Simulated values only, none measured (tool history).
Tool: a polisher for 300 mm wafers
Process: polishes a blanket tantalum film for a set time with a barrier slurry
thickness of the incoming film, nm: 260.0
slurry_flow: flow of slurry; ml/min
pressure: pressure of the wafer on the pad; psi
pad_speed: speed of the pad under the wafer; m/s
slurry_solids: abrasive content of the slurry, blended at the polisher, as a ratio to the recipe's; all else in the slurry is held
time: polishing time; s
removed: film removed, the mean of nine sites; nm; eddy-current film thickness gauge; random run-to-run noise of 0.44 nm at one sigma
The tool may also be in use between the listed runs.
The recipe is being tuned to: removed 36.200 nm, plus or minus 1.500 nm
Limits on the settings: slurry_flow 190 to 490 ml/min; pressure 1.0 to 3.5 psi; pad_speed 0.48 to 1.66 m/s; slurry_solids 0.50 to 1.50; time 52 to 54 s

run,hour,slurry_flow,pressure,pad_speed,slurry_solids,time,removed
1,0.0,315,2.2,1.06,1.00,52,101.040
2,1.3,315,2.5,1.06,1.00,52,116.890
3,4.2,315,2.1,1.06,1.00,52,98.887
4,10.1,265,2.1,1.06,1.00,52,98.657
5,15.7,265,2.1,1.06,1.00,54,100.560
6,18.5,265,1.8,0.92,1.00,54,75.978
7,24.6,265,1.6,0.82,1.00,54,62.505
8,32.5,265,1.4,0.76,1.00,54,50.871
9,37.6,265,1.0,0.64,1.00,54,31.953
10,38.9,265,1.0,0.64,1.00,54,31.648
11,41.5,265,1.3,0.64,1.00,54,40.313
12,49.3,270,1.3,0.64,1.00,54,40.440
13,53.4,275,1.3,0.64,1.00,54,40.816
14,60.3,275,1.0,0.64,1.00,54,31.887
15,62.2,270,1.0,0.64,1.00,54,31.581
16,69.1,270,1.0,0.64,1.00,54,32.645

4 candidate next runs follow, results not yet known. Just one meets every target within its allowed miss. Identify it.
A,76.0,280,1.2,0.52,1.05,53,?
B,76.0,270,1.3,0.56,1.05,54,?
C,76.0,300,1.0,0.60,1.05,52,?
D,76.0,250,1.2,0.54,0.85,52,?

move,removed
A,31.447
B,36.613
C,29.459
D,29.891
A: its largest miss is bigger than the last run's
B: in spec on every target
C: its largest miss is bigger than the last run's
D: its largest miss is bigger than the last run's
The right move is B.

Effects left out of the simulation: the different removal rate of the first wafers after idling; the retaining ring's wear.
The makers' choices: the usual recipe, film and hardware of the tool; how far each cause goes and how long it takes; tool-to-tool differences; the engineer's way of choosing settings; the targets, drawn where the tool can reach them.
